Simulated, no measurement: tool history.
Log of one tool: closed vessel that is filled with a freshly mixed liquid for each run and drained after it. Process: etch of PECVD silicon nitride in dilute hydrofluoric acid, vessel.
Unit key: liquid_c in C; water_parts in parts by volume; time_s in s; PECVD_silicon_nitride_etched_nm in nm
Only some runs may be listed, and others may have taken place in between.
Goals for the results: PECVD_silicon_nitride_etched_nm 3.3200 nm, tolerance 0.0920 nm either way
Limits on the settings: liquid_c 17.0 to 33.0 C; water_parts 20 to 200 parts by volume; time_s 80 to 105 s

run    day  liquid_c  water_parts  time_s  PECVD_silicon_nitride_etched_nm
  1  0.000      25.0          110     105                           3.8256
  2  0.046      25.0          110      80                           2.9240
  3  0.117      25.0          110     105                           3.8973
  4  0.258      24.0          110     105                           3.5943
  5  0.438      24.0          125     105                           3.1391
  6  0.500      24.0          125      80                           2.4253
  7  0.729      25.5          125      80                           2.6582
  8  1.050      27.0          125      80                           2.9454
  9  1.108      28.0          125      80                           3.1090
 10  1.358      28.5          125      80                           3.2038

5 next moves are on the table. One of them brings every result within its allowed miss. Which?
  A  1.608      28.0          135      85                                ?
  B  1.608      29.5          135      80                                ?
  C  1.608      28.0          110      80                                ?
  D  1.608      28.0          130      80                                ?
  E  1.608      27.5          140     100                                ?

move  PECVD_silicon_nitride_etched_nm
   A                           3.0418
   B                           3.1434
   C                           3.5154
   D                           2.9734
   E                           3.3438
A: moves away from the targets compared with the last run
B: moves away from the targets compared with the last run
C: takes the biggest miss from the last run beyond its target
D: moves away from the targets compared with the last run
E: in spec on every target
So the answer is move E, the one that meets all the targets.
